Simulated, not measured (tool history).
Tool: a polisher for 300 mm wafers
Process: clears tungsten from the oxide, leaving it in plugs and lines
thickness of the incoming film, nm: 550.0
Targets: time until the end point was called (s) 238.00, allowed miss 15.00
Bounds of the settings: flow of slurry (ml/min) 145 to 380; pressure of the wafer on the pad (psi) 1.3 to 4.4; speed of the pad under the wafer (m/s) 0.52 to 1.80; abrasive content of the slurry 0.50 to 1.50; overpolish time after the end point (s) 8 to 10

| run | day | flow of slurry (ml/min) | pressure of the wafer on the pad (psi) | speed of the pad under the wafer (m/s) | abrasive content of the slurry | overpolish time after the end point (s) | time until the end point was called (s) |
|---|---|---|---|---|---|---|---|
| 1 | 0.000 | 245 | 2.8 | 1.16 | 1.00 | 10 | 160.19 |
| 2 | 0.121 | 245 | 2.7 | 1.16 | 1.00 | 10 | 167.32 |
| 3 | 0.462 | 245 | 2.6 | 1.16 | 1.00 | 10 | 173.50 |
| 4 | 0.662 | 190 | 2.6 | 1.16 | 1.00 | 10 | 178.17 |
| 5 | 1.033 | 190 | 2.6 | 1.16 | 1.00 | 8 | 179.37 |
| 6 | 1.362 | 190 | 2.6 | 1.16 | 1.15 | 8 | 170.09 |
| 7 | 1.608 | 190 | 2.6 | 1.16 | 1.15 | 8 | 171.94 |
| 8 | 1.796 | 190 | 2.5 | 1.16 | 1.15 | 8 | 177.04 |
| 9 | 2.125 | 190 | 1.7 | 1.10 | 1.15 | 8 | 255.53 |

Which of these 5 next moves meets every target?
| A | 2.454 | 205 | 1.7 | 0.92 | 1.20 | 10 | ? |
| B | 2.454 | 200 | 1.8 | 1.18 | 1.15 | 8 | ? |
| C | 2.454 | 225 | 2.0 | 0.94 | 0.80 | 10 | ? |
| D | 2.454 | 195 | 1.8 | 1.34 | 1.20 | 10 | ? |
| E | 2.454 | 185 | 2.0 | 1.24 | 1.15 | 8 | ? |

| move | time until the end point was called (s) |
|---|---|
| A | 281.12 |
| B | 227.40 |
| C | 259.05 |
| D | 205.69 |
| E | 202.13 |
A: further off than the last run
B: meets every target
C: further off than the last run
D: takes the result that was furthest off past its target
E: takes the result that was furthest off past its target
The right move is B.

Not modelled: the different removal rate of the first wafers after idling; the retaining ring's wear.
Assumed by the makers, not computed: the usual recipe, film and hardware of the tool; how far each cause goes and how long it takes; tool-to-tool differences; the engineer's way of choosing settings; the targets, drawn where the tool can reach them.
